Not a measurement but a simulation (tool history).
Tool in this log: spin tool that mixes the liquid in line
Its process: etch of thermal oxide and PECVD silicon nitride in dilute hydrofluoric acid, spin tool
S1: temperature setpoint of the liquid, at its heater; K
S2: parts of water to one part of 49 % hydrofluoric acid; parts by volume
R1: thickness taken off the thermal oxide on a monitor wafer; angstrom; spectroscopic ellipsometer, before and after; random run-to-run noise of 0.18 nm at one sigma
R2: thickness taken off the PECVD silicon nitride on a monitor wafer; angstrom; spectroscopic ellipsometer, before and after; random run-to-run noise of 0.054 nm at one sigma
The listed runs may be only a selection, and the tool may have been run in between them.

{"run": 1, "hour": 0.0, "S1": 296.15, "S2": 80, "time under the liquid (s)": 180, "R1": 109.41, "R2": 46.302}
{"run": 2, "hour": 5.7, "S1": 296.15, "S2": 60, "time under the liquid (s)": 175, "R1": 145.61, "R2": 58.912}
{"run": 3, "hour": 6.2, "S1": 294.65, "S2": 60, "time under the liquid (s)": 175, "R1": 136.19, "R2": 53.39}
{"run": 4, "hour": 12.8, "S1": 295.65, "S2": 50, "time under the liquid (s)": 170, "R1": 165.58, "R2": 66.499}
{"run": 5, "hour": 20.5, "S1": 295.65, "S2": 45, "time under the liquid (s)": 170, "R1": 186.69, "R2": 72.969}
{"run": 6, "hour": 28.3, "S1": 295.65, "S2": 30, "time under the liquid (s)": 170, "R1": 287.41, "R2": 109.59}
{"run": 7, "hour": 33.4, "S1": 294.65, "S2": 40, "time under the liquid (s)": 175, "R1": 208.92, "R2": 79.057}
{"run": 8, "hour": 40.9, "S1": 295.15, "S2": 40, "time under the liquid (s)": 175, "R1": 214.16, "R2": 82.23}
{"run": 9, "hour": 43.2, "S1": 295.65, "S2": 35, "time under the liquid (s)": 175, "R1": 252.91, "R2": 95.816}

Run 10 comes next. What will it give?
{"run": 10, "hour": 44.0, "S1": 295.15, "S2": 40, "time under the liquid (s)": 175, "R1": "?", "R2": "?"}

{"run 10": {"R1": 211.51, "R2": 82.001}}
